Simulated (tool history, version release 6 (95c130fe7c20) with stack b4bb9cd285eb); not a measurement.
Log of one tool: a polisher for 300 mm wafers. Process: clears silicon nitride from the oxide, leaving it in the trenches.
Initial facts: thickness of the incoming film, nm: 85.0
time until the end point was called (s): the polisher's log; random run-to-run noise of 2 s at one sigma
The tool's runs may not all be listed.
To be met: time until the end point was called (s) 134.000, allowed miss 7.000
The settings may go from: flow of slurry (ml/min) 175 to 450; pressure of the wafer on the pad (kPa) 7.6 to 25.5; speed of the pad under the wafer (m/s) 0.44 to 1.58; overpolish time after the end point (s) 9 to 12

| run | hour | flow of slurry (ml/min) | pressure of the wafer on the pad (kPa) | speed of the pad under the wafer (m/s) | overpolish time after the end point (s) | time until the end point was called (s) |
|---|---|---|---|---|---|---|
| 1 | 0.0 | 290 | 16.5 | 1.00 | 12 | 100.000 |
| 2 | 9.0 | 290 | 16.5 | 1.00 | 12 | 100.190 |
| 3 | 12.1 | 290 | 19.3 | 1.00 | 12 | 85.119 |
| 4 | 14.4 | 290 | 17.9 | 0.98 | 12 | 95.416 |
| 5 | 22.1 | 260 | 17.9 | 0.98 | 12 | 96.031 |
| 6 | 23.6 | 260 | 17.9 | 1.20 | 12 | 80.414 |
| 7 | 26.1 | 260 | 15.9 | 1.18 | 12 | 90.159 |
| 8 | 30.5 | 260 | 14.5 | 1.16 | 12 | 102.830 |
| 9 | 32.8 | 260 | 13.8 | 1.16 | 12 | 106.650 |

5 next moves are on the table. One of them brings every result within its allowed miss. Which?
| A | 35.1 | 215 | 13.8 | 1.04 | 11 | ? |
| B | 35.1 | 175 | 13.1 | 0.86 | 9 | ? |
| C | 35.1 | 240 | 11.7 | 1.10 | 11 | ? |
| D | 35.1 | 320 | 14.5 | 0.70 | 12 | ? |
| E | 35.1 | 190 | 18.6 | 0.56 | 12 | ? |

| move | time until the end point was called (s) |
|---|---|
| A | 118.150 |
| B | 149.110 |
| C | 129.940 |
| D | 146.710 |
| E | 144.040 |
A: moves toward the targets from the last run without getting all of them in spec
B: takes the biggest miss from the last run beyond its target
C: meets every target
D: takes the biggest miss from the last run beyond its target
E: takes the biggest miss from the last run beyond its target
Move C is the one to make.
